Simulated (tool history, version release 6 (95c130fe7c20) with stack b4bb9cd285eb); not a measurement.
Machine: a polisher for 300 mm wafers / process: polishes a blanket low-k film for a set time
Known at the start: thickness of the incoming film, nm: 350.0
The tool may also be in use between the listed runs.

| run | hour | flow of slurry (ml/min) | pressure of the wafer on the pad (psi) | speed of the pad under the wafer (m/s) | abrasive content of the slurry | polishing time (s) | film removed (Å) |
|---|---|---|---|---|---|---|---|
| 1 | 0.0 | 130 | 2.0 | 1.18 | 1.0 | 108 | 512.04 |
| 2 | 8.1 | 130 | 2.0 | 1.06 | 1.0 | 108 | 480.21 |
| 3 | 16.6 | 150 | 2.0 | 1.06 | 1.0 | 108 | 494.14 |
| 4 | 19.2 | 150 | 2.0 | 0.80 | 1.0 | 108 | 416.52 |
| 5 | 26.8 | 160 | 2.2 | 0.80 | 1.0 | 108 | 445.39 |
| 6 | 33.5 | 160 | 2.2 | 0.80 | 1.0 | 108 | 448.76 |
| 7 | 35.1 | 160 | 2.4 | 0.80 | 1.0 | 108 | 485.13 |

Predict the results of run 8:
| 8 | 38.9 | 165 | 2.5 | 0.80 | 1.0 | 108 | ? |

film removed (Å): 496.13

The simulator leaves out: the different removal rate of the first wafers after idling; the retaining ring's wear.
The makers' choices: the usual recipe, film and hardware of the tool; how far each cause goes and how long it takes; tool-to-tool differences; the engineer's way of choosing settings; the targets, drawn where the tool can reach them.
